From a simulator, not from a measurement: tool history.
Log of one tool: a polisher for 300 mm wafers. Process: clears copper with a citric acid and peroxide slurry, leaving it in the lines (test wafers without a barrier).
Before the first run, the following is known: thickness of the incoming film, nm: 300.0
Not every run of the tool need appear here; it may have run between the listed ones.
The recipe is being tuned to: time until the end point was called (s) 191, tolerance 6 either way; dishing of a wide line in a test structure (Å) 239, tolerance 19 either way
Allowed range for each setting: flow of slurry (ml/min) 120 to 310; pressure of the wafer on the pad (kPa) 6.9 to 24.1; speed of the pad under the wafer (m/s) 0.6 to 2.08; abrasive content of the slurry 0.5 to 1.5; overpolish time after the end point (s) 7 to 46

run  hour  flow of slurry (ml/min)  pressure of the wafer on the pad (kPa)  speed of the pad under the wafer (m/s)  abrasive content of the slurry  overpolish time after the end point (s)  time until the end point was called (s)  dishing of a wide line in a test structure (Å)
  1     0                      200                                    15.2                                    1.34                               1                                       24                                   141.47                                          352.45
  2   8.3                      200                                    13.8                                    1.34                               1                                       23                                   156.52                                           311.9
  3   9.4                      200                                    13.8                                    1.48                               1                                       23                                   140.51                                           355.2
  4    18                      200                                    13.1                                    1.48                               1                                       22                                   150.82                                          310.68
  5    24                      195                                    12.4                                    1.48                               1                                       22                                   154.31                                          299.23
  6  26.7                      195                                    12.4                                    1.48                               1                                       15                                   160.26                                          208.92
  7  34.9                      190                                    11.7                                    1.48                               1                                       17                                   167.07                                          227.68
  8    41                      185                                      11                                    1.48                               1                                       18                                      177                                          224.06

Which one of the following 5 next-run settings gets every result inside its allowed miss? There is exactly one.
  A  47.1                      245                                     8.3                                    1.58                            1.05                                       28                                        ?                                               ?
  B  47.1                      190                                    11.7                                    1.38                             0.8                                       17                                        ?                                               ?
  C  47.1                      175                                      11                                     1.5                            1.05                                       19                                        ?                                               ?
  D  47.1                      190                                     9.7                                     1.6                             0.9                                       25                                        ?                                               ?
  E  47.1                      195                                    11.7                                    1.24                            1.05                                       22                                        ?                                               ?

move  time until the end point was called (s)  dishing of a wide line in a test structure (Å)
   A                                   207.59                                           271.7
   B                                   189.45                                          193.66
   C                                   172.58                                          231.75
   D                                   190.91                                          267.43
   E                                   192.77                                          239.97
A: pushes the last run's worst result past its target
B: gets the furthest-off result to its target, but another result is out of tolerance
C: its largest miss is bigger than the last run's
D: gets the furthest-off result to its target, but another result is out of tolerance
E: hits every target within its allowed miss
Go with E: it meets all targets.
